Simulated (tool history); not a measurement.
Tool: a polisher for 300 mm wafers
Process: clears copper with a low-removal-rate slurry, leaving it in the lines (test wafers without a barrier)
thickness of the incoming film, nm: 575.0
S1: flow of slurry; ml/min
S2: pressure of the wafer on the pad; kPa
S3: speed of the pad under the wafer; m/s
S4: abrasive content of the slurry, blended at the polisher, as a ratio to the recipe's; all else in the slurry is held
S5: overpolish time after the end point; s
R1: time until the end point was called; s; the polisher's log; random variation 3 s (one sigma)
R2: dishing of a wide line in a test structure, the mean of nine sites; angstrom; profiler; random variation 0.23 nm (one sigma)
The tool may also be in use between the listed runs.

| run | hour | S1 | S2 | S3 | S4 | S5 | R1 | R2 |
|---|---|---|---|---|---|---|---|---|
| 1 | 0 | 295 | 27.6 | 1.24 | 1 | 10 | 118.87 | 209.58 |
| 2 | 8.3 | 295 | 23.4 | 1.22 | 1 | 9 | 136.07 | 192.94 |
| 3 | 11.3 | 295 | 23.4 | 1.22 | 1 | 6 | 140.66 | 149.41 |
| 4 | 17.7 | 295 | 20 | 1.2 | 1 | 6 | 153.07 | 135.43 |
| 5 | 18.5 | 295 | 20 | 1.2 | 0.85 | 6 | 162.76 | 132.34 |
| 6 | 20.8 | 295 | 17.9 | 1.18 | 0.85 | 7 | 173.13 | 138.93 |
| 7 | 26.9 | 295 | 16.5 | 1.18 | 0.85 | 7 | 185.74 | 134.25 |

Forecast run 8:
| 8 | 29.4 | 295 | 15.9 | 1.18 | 0.85 | 7 | ? | ? |

Run 8 gave R1 184.01 s, R2 128.61 angstrom.
